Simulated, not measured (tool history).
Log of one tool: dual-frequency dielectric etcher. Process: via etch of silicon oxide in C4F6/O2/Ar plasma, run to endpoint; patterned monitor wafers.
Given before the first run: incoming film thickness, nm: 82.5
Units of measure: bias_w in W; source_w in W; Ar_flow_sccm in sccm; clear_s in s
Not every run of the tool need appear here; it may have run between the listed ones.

run    day  bias_w  source_w  Ar_flow_sccm  clear_s
  1  0.000     608       380           390   16.613
  2  0.121     625       380           390   16.408
  3  0.308     625       410           390   15.864
  4  0.579     636       410           390   15.686
  5  0.779     644       410           390   15.632
  6  0.867     652       410           390   15.462
  7  0.929     658       410           390   15.504
  8  1.212     665       410           390   15.305
  9  1.292     670       410           390   15.418
 10  1.625     677       410           390   15.294
 11  1.758     682       410           390   15.363
 12  2.125     689       410           390   15.182
 13  2.375     694       410           390   15.273
 14  2.492     700       410           390   15.228

What does the tool deliver on the next run?
 15  2.638     706       410           390        ?

{"run 15": {"clear_s": 15.112}}
